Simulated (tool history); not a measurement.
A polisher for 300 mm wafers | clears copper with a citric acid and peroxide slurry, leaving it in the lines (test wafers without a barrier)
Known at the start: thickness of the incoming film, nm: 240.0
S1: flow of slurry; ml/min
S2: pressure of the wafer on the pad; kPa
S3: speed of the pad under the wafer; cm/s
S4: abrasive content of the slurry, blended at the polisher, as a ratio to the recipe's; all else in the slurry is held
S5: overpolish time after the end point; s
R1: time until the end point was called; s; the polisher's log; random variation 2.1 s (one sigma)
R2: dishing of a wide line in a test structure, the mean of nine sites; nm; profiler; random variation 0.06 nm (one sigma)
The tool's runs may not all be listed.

run 1 day=0.000 | S1=215 S2=15.2 S3=124 S4=1.00 S5=10 | R1=119.65 R2=16.8750
run 2 day=0.200 | S1=215 S2=11.7 S3=124 S4=1.00 S5=10 | R1=152.50 R2=13.4670
run 3 day=0.350 | S1=215 S2=11.0 S3=120 S4=1.00 S5=9 | R1=168.71 R2=11.5290
run 4 day=0.579 | S1=215 S2=14.5 S3=120 S4=1.00 S5=9 | R1=128.50 R2=13.9300
run 5 day=0.729 | S1=185 S2=14.5 S3=120 S4=1.00 S5=9 | R1=130.71 R2=14.2820
run 6 day=0.800 | S1=210 S2=13.8 S3=112 S4=1.05 S5=8 | R1=142.22 R2=11.7490
run 7 day=1.033 | S1=230 S2=13.1 S3=102 S4=1.15 S5=7 | R1=155.35 R2=9.5953
run 8 day=1.258 | S1=250 S2=12.4 S3=94 S4=1.20 S5=6 | R1=175.45 R2=7.4195
run 9 day=1.333 | S1=265 S2=11.7 S3=88 S4=1.25 S5=5 | R1=192.37 R2=5.6899

The next listed run, before its measurement:
run 10 day=1.708 | S1=275 S2=11.0 S3=88 S4=1.30 S5=5 | R1=? R2=?

R1: 199.91 s
R2: 5.4791 nm
